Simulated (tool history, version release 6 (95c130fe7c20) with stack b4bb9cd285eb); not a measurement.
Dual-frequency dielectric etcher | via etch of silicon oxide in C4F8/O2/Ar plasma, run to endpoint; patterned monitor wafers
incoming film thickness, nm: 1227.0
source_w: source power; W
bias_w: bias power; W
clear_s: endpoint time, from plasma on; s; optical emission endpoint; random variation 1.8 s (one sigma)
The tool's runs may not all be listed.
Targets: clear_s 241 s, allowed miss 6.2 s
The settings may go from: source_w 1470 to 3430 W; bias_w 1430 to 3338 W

run,day,source_w,bias_w,clear_s
1,0,2450,2384,196.08
2,0.217,2820,2384,186.24
3,0.588,2820,2236,185.06
4,0.933,3160,2236,176.73
5,1.3,3000,2236,180.46
6,1.475,3000,2075,188.71
7,1.817,2700,2004,196.96
8,2.046,2700,2004,199.33
9,2.354,2460,1939,209.27
10,2.392,2280,1889,219.3
11,2.625,1800,1762,253.52

4 next moves are on the table. One of them brings every result within its allowed miss. Which?
A,2.858,2300,1764,?
B,2.858,1590,1717,?
C,2.858,2020,2068,?
D,2.858,1880,1873,?

move,clear_s
A,224.18
B,275.76
C,227.94
D,244.41
A: takes the result that was furthest off past its target
B: further off than the last run
C: takes the result that was furthest off past its target
D: meets every target
The right move is D.

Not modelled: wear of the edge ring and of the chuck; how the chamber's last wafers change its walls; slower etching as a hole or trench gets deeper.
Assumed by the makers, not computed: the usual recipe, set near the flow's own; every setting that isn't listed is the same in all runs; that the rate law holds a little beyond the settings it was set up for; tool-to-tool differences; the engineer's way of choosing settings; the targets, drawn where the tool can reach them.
